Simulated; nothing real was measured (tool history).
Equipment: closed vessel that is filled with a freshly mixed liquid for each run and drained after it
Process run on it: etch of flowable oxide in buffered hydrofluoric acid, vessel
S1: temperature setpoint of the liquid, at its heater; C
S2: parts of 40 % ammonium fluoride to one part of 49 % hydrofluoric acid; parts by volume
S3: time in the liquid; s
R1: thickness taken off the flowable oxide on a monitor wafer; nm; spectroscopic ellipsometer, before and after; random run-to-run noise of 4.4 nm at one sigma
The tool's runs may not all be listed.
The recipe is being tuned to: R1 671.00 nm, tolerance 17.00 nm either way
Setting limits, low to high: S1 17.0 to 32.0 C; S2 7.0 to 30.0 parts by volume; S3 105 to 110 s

run  hour    S1    S2   S3      R1
  1   0.0  25.0  19.0  105  276.97
  2   2.9  25.0  19.0  105  275.82
  3  11.4  28.0  19.0  105  318.38
  4  18.5  28.0  19.0  105  322.58
  5  19.8  24.5  19.0  105  266.51
  6  24.8  27.0  15.0  105  386.61
  7  29.0  28.5  13.5  105  462.93
  8  32.5  32.0  10.0  105  742.15
  9  41.2  31.5  10.0  105  725.27
 10  49.9  31.0  10.0  105  703.07

Which one of the following 4 next-run settings gets every result inside its allowed miss? There is exactly one.
  A  58.6  31.5   9.0  105   ?
  B  58.6  31.0   9.5  105   ?
  C  58.6  31.0  10.5  105   ?
  D  58.6  29.5   8.5  105   ?

move      R1
   A  777.75
   B  732.55
   C  676.50
   D  745.39
A: further off than the last run
B: further off than the last run
C: all results land within tolerance of their targets
D: further off than the last run
Correct choice: C, which meets every target
